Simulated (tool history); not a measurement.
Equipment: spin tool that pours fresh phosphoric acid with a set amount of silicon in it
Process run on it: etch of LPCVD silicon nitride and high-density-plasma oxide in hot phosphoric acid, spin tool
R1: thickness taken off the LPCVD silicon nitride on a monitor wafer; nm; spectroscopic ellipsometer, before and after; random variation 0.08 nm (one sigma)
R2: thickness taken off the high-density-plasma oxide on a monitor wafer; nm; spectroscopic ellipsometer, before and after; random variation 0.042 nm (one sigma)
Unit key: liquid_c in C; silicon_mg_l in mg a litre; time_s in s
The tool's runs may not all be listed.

Run 1, hour 0: liquid_c 160 C, silicon_mg_l 12.5 mg a litre, time_s 90 s. Result: R1 7.1903 nm, R2 0.22948 nm.
Run 2, hour 0.8: liquid_c 160 C, silicon_mg_l 12.5 mg a litre, time_s 105 s. Result: R1 8.4277 nm, R2 0.20573 nm.
Run 3, hour 8.2: liquid_c 161.5 C, silicon_mg_l 11 mg a litre, time_s 110 s. Result: R1 9.3004 nm, R2 0.31829 nm.
Run 4, hour 12.1: liquid_c 162 C, silicon_mg_l 13.5 mg a litre, time_s 115 s. Result: R1 9.846 nm, R2 0.32743 nm.
Run 5, hour 19.7: liquid_c 160.5 C, silicon_mg_l 13.5 mg a litre, time_s 115 s. Result: R1 9.3962 nm, R2 0.269 nm.
Run 6, hour 21.3: liquid_c 160.5 C, silicon_mg_l 17 mg a litre, time_s 115 s. Result: R1 9.3019 nm, R2 0.29821 nm.
Run 7, hour 24.1: liquid_c 161 C, silicon_mg_l 13 mg a litre, time_s 120 s. Result: R1 9.985 nm, R2 0.32702 nm.
Run 8, hour 30.7: liquid_c 161 C, silicon_mg_l 12 mg a litre, time_s 125 s. Result: R1 10.452 nm, R2 0.30496 nm.
Run 9, hour 34.8: liquid_c 161.5 C, silicon_mg_l 10.5 mg a litre, time_s 130 s. Result: R1 10.953 nm, R2 0.30627 nm.

What will run 10 give?
Run 10, hour 35.9: liquid_c 162 C, silicon_mg_l 10 mg a litre, time_s 135 s. Result: R1 ?, R2 ?.

{"run 10": {"R1": 11.667, "R2": 0.37245}}

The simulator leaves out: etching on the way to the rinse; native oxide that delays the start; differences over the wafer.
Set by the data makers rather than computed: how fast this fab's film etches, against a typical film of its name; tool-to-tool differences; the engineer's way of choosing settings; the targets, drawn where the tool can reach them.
